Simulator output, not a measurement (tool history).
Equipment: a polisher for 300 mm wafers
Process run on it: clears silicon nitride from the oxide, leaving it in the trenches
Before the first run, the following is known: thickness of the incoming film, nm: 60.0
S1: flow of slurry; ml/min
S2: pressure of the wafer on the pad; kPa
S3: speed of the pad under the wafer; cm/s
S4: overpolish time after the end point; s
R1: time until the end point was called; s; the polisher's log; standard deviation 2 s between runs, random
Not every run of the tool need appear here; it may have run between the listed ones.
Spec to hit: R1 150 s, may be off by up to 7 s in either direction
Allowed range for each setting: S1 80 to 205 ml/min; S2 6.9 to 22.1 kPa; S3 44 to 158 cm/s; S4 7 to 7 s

| run | hour | S1 | S2 | S3 | S4 | R1 |
|---|---|---|---|---|---|---|
| 1 | 0 | 135 | 14.5 | 100 | 7 | 111.07 |
| 2 | 5.2 | 165 | 14.5 | 100 | 7 | 101.71 |
| 3 | 8.9 | 165 | 14.5 | 116 | 7 | 90.453 |
| 4 | 16.1 | 165 | 14.5 | 96 | 7 | 105.9 |
| 5 | 21.7 | 165 | 14.5 | 80 | 7 | 130.71 |
| 6 | 24 | 165 | 14.5 | 102 | 7 | 101.7 |
| 7 | 25.1 | 160 | 13.8 | 102 | 7 | 106.8 |
| 8 | 28 | 155 | 13.1 | 102 | 7 | 114.38 |
| 9 | 28.7 | 150 | 12.4 | 102 | 7 | 119.91 |
| 10 | 30.8 | 145 | 11.7 | 102 | 7 | 128.89 |

Consider the 5 candidate settings below. Which is the only one whose results all fall within their allowed miss of target?
| A | 32.9 | 80 | 12.4 | 104 | 7 | ? |
| B | 32.9 | 140 | 9 | 98 | 7 | ? |
| C | 32.9 | 145 | 12.4 | 108 | 7 | ? |
| D | 32.9 | 140 | 11 | 80 | 7 | ? |
| E | 32.9 | 145 | 11.7 | 88 | 7 | ? |

| move | R1 |
|---|---|
| A | 136.5 |
| B | 168.78 |
| C | 111.63 |
| D | 168.35 |
| E | 143.85 |
A: an improvement on the last run, though not all results are within tolerance
B: the result that was furthest off in the last run now lies on the other side of its target
C: lands further from the targets than the last run did
D: the result that was furthest off in the last run now lies on the other side of its target
E: every result lands within tolerance
E meets every target.
